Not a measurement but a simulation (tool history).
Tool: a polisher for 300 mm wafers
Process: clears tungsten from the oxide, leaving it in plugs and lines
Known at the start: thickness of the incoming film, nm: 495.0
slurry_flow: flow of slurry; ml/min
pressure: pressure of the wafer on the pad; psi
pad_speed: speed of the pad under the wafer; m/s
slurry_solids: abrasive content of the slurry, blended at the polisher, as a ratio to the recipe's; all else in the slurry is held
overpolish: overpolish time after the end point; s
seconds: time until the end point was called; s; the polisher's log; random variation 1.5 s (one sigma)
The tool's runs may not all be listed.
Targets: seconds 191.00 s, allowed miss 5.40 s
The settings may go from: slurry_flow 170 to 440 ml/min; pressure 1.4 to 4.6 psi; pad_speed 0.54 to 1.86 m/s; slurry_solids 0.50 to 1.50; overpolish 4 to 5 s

| run | hour | slurry_flow | pressure | pad_speed | slurry_solids | overpolish | seconds |
|---|---|---|---|---|---|---|---|
| 1 | 0.0 | 280 | 3.0 | 1.18 | 1.00 | 5 | 126.64 |
| 2 | 0.8 | 280 | 3.2 | 1.18 | 1.00 | 5 | 120.93 |
| 3 | 3.1 | 280 | 3.2 | 1.18 | 1.15 | 5 | 115.31 |
| 4 | 7.2 | 280 | 3.2 | 1.34 | 1.15 | 5 | 101.63 |
| 5 | 15.9 | 280 | 2.5 | 1.34 | 1.15 | 5 | 128.36 |
| 6 | 19.1 | 280 | 2.5 | 1.34 | 1.00 | 5 | 135.71 |
| 7 | 25.2 | 280 | 2.2 | 1.34 | 1.00 | 5 | 150.45 |
| 8 | 32.4 | 280 | 2.0 | 1.34 | 1.00 | 5 | 165.77 |
| 9 | 33.2 | 280 | 1.9 | 1.34 | 1.00 | 5 | 175.01 |
| 10 | 40.0 | 280 | 1.8 | 1.34 | 1.00 | 5 | 183.36 |

4 next moves are on the table. One of them brings every result within its allowed miss. Which?
| A | 46.8 | 265 | 2.6 | 0.98 | 1.00 | 5 | ? |
| B | 46.8 | 290 | 1.4 | 1.68 | 1.30 | 4 | ? |
| C | 46.8 | 275 | 2.3 | 1.10 | 1.05 | 5 | ? |
| D | 46.8 | 320 | 1.9 | 1.18 | 1.00 | 5 | ? |

| move | seconds |
|---|---|
| A | 175.76 |
| B | 172.41 |
| C | 173.56 |
| D | 193.13 |
A: further off than the last run
B: further off than the last run
C: further off than the last run
D: meets every target
The right move is D.
